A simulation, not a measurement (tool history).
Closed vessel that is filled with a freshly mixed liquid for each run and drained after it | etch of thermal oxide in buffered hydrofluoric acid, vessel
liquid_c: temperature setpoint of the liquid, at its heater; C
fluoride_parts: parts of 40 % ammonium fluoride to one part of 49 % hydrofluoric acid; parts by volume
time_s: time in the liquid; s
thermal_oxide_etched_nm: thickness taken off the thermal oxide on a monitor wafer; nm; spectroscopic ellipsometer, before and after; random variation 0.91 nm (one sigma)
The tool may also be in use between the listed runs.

run,day,liquid_c,fluoride_parts,time_s,thermal_oxide_etched_nm
1,0,22,23,115,55.669
2,0.329,23.5,22,115,62.021
3,0.688,27,22,115,75.261
4,0.867,27,27,115,65.675
5,1.146,27.5,25.5,115,69.54
6,1.512,27.5,25.5,125,76.238
7,1.646,28,24.5,125,81.271
8,1.762,28.5,24,125,82.242
9,1.879,29,23,125,89.018

The next listed run, before its measurement:
10,1.975,29,22.5,125,?

{"run 10": {"thermal_oxide_etched_nm": 90.415}}
